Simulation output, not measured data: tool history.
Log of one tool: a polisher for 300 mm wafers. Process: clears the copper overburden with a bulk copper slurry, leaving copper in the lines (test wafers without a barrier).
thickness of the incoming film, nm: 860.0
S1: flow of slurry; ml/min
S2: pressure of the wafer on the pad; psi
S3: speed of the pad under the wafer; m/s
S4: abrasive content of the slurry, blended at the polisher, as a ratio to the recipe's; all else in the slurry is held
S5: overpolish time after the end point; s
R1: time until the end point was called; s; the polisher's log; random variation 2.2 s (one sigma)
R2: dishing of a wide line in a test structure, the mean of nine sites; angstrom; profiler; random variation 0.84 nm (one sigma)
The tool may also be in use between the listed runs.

| run | hour | S1 | S2 | S3 | S4 | S5 | R1 | R2 |
|---|---|---|---|---|---|---|---|---|
| 1 | 0 | 210 | 2.2 | 1.28 | 1 | 24 | 82.103 | 451.25 |
| 2 | 3 | 210 | 2.2 | 1.28 | 1 | 29 | 79.43 | 498.74 |
| 3 | 11.7 | 210 | 1.8 | 1.28 | 1 | 29 | 100.42 | 463.19 |
| 4 | 20.6 | 210 | 1.7 | 1.28 | 1 | 28 | 107.39 | 450.38 |
| 5 | 22.4 | 210 | 2.3 | 1.28 | 1 | 28 | 77.139 | 482.41 |
| 6 | 24.5 | 175 | 2.3 | 1.28 | 1 | 28 | 81.241 | 480.6 |
| 7 | 31.3 | 170 | 2.1 | 1.28 | 1 | 27 | 89.176 | 469.68 |
| 8 | 37.9 | 170 | 1.9 | 1.28 | 1 | 26 | 96.618 | 454.69 |
| 9 | 43.7 | 170 | 1.8 | 1.28 | 1 | 26 | 106.45 | 464.67 |
| 10 | 47.1 | 175 | 1.7 | 1.28 | 1 | 24 | 106.39 | 430.29 |

Forecast run 11:
| 11 | 55.9 | 175 | 1.6 | 1.28 | 1 | 25 | ? | ? |

{"run 11": {"R1": 115.8, "R2": 422.63}}

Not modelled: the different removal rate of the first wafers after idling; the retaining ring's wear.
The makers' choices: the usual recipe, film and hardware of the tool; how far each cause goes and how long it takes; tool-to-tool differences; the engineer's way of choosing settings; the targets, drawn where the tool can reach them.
